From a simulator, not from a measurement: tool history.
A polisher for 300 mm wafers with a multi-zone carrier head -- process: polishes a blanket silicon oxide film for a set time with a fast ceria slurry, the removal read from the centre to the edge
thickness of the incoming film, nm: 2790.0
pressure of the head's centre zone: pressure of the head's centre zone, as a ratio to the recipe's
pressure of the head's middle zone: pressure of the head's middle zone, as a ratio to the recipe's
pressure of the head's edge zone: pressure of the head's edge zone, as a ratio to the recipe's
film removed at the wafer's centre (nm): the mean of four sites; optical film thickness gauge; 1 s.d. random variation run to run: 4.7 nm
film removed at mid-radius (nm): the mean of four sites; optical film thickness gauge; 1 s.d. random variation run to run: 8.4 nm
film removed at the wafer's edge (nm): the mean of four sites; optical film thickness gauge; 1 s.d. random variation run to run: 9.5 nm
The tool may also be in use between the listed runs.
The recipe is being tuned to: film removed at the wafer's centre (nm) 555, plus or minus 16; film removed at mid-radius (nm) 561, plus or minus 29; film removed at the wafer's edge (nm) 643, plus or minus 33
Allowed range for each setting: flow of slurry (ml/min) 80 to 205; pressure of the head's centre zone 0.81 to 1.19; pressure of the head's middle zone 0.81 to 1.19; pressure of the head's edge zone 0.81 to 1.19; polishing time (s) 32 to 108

run  hour  flow of slurry (ml/min)  pressure of the head's centre zone  pressure of the head's middle zone  pressure of the head's edge zone  polishing time (s)  film removed at the wafer's centre (nm)  film removed at mid-radius (nm)  film removed at the wafer's edge (nm)
  1     0                      135                                   1                                   1                                 1                  70                                   1074.6                           1074.9                                 1044.7
  2   0.6                      125                                0.96                                0.95                                 1                  61                                   878.97                            900.2                                 905.44
  3   9.3                      105                                0.96                                0.95                                 1                  61                                   835.97                           870.13                                 883.62
  4  12.1                      120                                0.96                                0.95                                 1                  61                                   864.85                           879.68                                 913.94
  5  20.9                      120                                0.96                                0.95                              0.97                  61                                   860.42                           904.24                                 851.93
  6  26.7                      120                                0.99                                0.95                              0.97                  61                                   905.33                           861.44                                 850.69
  7  33.9                      110                                0.96                                0.91                              0.98                  55                                   776.74                           776.08                                 781.11
  8  34.8                      105                                0.95                                0.88                                 1                  50                                      685                           661.64                                 696.83
  9  37.4                      100                                0.93                                0.86                              1.01                  49                                   636.88                           635.56                                  691.7
 10  44.6                       95                                0.92                                0.85                              1.01                  48                                    611.7                           604.24                                 662.19
 11  45.5                       90                                0.91                                0.84                              1.01                  48                                   587.91                           580.46                                 654.46

Consider the 4 candidate settings below. Which is the only one whose results all fall within their allowed miss of target?
  A  46.4                      105                                0.97                                0.92                              0.94                  47                                        ?                                ?                                      ?
  B  46.4                       95                                0.88                                0.84                              1.05                  46                                        ?                                ?                                      ?
  C  46.4                      105                                0.83                                0.91                              1.12                  46                                        ?                                ?                                      ?
  D  46.4                       95                                1.07                                0.81                                 1                  45                                        ?                                ?                                      ?

move  film removed at the wafer's centre (nm)  film removed at mid-radius (nm)  film removed at the wafer's edge (nm)
   A                                   649.16                           649.35                                 654.01
   B                                   560.38                           570.52                                 659.57
   C                                    553.2                           630.05                                 695.02
   D                                   652.91                           541.32                                 630.92
A: misses by more than the last run did
B: all results land within tolerance of their targets
C: brings the result that was furthest off to its target, and leaves another outside
D: misses by more than the last run did
The right move is B.

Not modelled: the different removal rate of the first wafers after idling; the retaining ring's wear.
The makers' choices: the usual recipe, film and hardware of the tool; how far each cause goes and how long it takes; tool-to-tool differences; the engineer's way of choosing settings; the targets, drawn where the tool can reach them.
